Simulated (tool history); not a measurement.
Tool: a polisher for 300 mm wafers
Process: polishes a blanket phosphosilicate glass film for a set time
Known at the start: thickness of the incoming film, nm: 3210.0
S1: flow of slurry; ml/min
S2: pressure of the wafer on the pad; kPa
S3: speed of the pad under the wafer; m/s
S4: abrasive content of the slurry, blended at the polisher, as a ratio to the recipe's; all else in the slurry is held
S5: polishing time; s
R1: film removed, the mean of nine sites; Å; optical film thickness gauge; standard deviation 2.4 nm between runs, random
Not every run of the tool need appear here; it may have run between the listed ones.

run  hour   S1    S2    S3    S4  S5      R1
  1     0  200  13.8  0.76     1  36  1489.4
  2   3.9  200  13.8   0.7     1  36    1385
  3   8.3  200  13.8  0.54     1  36  1113.7
  4  12.4  150  13.8  0.54     1  36  1053.4
  5  19.9  150  13.8  0.54  1.15  36  1138.4
  6  20.6  165  15.2  0.58  1.15  36  1335.5
  7  23.4  210  19.3  0.78   1.2  36  2231.1
  8  25.8  215    20   0.8   1.2  36  2379.2
  9  31.1  220    20  0.82   1.2  36  2385.5

Run 10 has not been measured yet. What should we expect?
 10    35  220  20  0.84  1.2  36   ?

R1: 2399.5 Å
